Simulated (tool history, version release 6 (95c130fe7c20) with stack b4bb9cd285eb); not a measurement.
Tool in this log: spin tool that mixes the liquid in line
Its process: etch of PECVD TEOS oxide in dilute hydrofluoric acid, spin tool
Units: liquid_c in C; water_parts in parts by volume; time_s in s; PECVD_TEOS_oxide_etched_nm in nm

| run | day | liquid_c | water_parts | time_s | PECVD_TEOS_oxide_etched_nm |
|---|---|---|---|---|---|
| 1 | 0 | 25 | 115 | 55 | 6.5281 |
| 2 | 0.225 | 25 | 155 | 55 | 4.6111 |
| 3 | 0.596 | 26 | 145 | 55 | 5.1432 |
| 4 | 0.704 | 26 | 125 | 55 | 6.1969 |
| 5 | 1.075 | 26 | 125 | 55 | 6.2168 |
| 6 | 1.433 | 26 | 125 | 55 | 6.1289 |
| 7 | 1.667 | 27 | 115 | 55 | 7.0751 |
| 8 | 1.733 | 28 | 110 | 55 | 7.6341 |
| 9 | 1.875 | 32 | 65 | 55 | 16.123 |
| 10 | 2.033 | 31.5 | 65 | 55 | 15.841 |
| 11 | 2.3 | 31 | 65 | 55 | 15.567 |

Estimate the outcome of run 12 from the log above:
| 12 | 2.654 | 30.5 | 65 | 55 | ? |

PECVD_TEOS_oxide_etched_nm: 15.192 nm
